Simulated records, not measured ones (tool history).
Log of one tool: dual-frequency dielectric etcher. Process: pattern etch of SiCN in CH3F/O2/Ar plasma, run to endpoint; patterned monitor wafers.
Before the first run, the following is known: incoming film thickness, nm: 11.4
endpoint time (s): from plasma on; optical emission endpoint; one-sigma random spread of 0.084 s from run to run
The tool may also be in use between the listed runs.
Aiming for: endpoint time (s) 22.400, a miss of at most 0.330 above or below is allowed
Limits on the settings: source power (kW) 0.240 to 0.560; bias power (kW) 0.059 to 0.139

{"run": 1, "day": 0.0, "source power (kW)": 0.4, "bias power (kW)": 0.099, "endpoint time (s)": 29.157}
{"run": 2, "day": 0.096, "source power (kW)": 0.42, "bias power (kW)": 0.103, "endpoint time (s)": 27.809}
{"run": 3, "day": 0.175, "source power (kW)": 0.44, "bias power (kW)": 0.105, "endpoint time (s)": 27.032}
{"run": 4, "day": 0.358, "source power (kW)": 0.46, "bias power (kW)": 0.107, "endpoint time (s)": 26.27}
{"run": 5, "day": 0.667, "source power (kW)": 0.47, "bias power (kW)": 0.109, "endpoint time (s)": 25.951}
{"run": 6, "day": 0.704, "source power (kW)": 0.48, "bias power (kW)": 0.111, "endpoint time (s)": 25.235}
{"day": 0.821, "done": "source power generator calibrated"}
{"run": 7, "day": 0.821, "source power (kW)": 0.49, "bias power (kW)": 0.112, "endpoint time (s)": 24.714}
{"run": 8, "day": 0.979, "source power (kW)": 0.5, "bias power (kW)": 0.113, "endpoint time (s)": 24.105}
{"run": 9, "day": 1.333, "source power (kW)": 0.51, "bias power (kW)": 0.113, "endpoint time (s)": 23.788}
{"run": 10, "day": 1.392, "source power (kW)": 0.52, "bias power (kW)": 0.113, "endpoint time (s)": 23.768}
{"run": 11, "day": 1.562, "source power (kW)": 0.53, "bias power (kW)": 0.113, "endpoint time (s)": 23.653}
{"run": 12, "day": 1.804, "source power (kW)": 0.53, "bias power (kW)": 0.114, "endpoint time (s)": 23.632}
{"run": 13, "day": 2.033, "source power (kW)": 0.53, "bias power (kW)": 0.115, "endpoint time (s)": 23.527}
{"run": 14, "day": 2.288, "source power (kW)": 0.53, "bias power (kW)": 0.116, "endpoint time (s)": 23.254}

Which single option among these 5 for the next run brings every result within its allowed miss of target? Just one does.
{"run": "A", "day": 2.542, "source power (kW)": 0.5, "bias power (kW)": 0.113, "endpoint time (s)": "?"}
{"run": "B", "day": 2.542, "source power (kW)": 0.56, "bias power (kW)": 0.119, "endpoint time (s)": "?"}
{"run": "C", "day": 2.542, "source power (kW)": 0.52, "bias power (kW)": 0.12, "endpoint time (s)": "?"}
{"run": "D", "day": 2.542, "source power (kW)": 0.51, "bias power (kW)": 0.117, "endpoint time (s)": "?"}
{"run": "E", "day": 2.542, "source power (kW)": 0.53, "bias power (kW)": 0.118, "endpoint time (s)": "?"}

move=A endpoint_time_(s)=24.314
move=B endpoint_time_(s)=22.582
move=C endpoint_time_(s)=23.220
move=D endpoint_time_(s)=23.704
move=E endpoint_time_(s)=23.217
A: its largest miss is bigger than the last run's
B: all results land within tolerance of their targets
C: about as far from the targets as the last run
D: its largest miss is bigger than the last run's
E: about as far from the targets as the last run
B is the move that brings every result within its allowed miss.
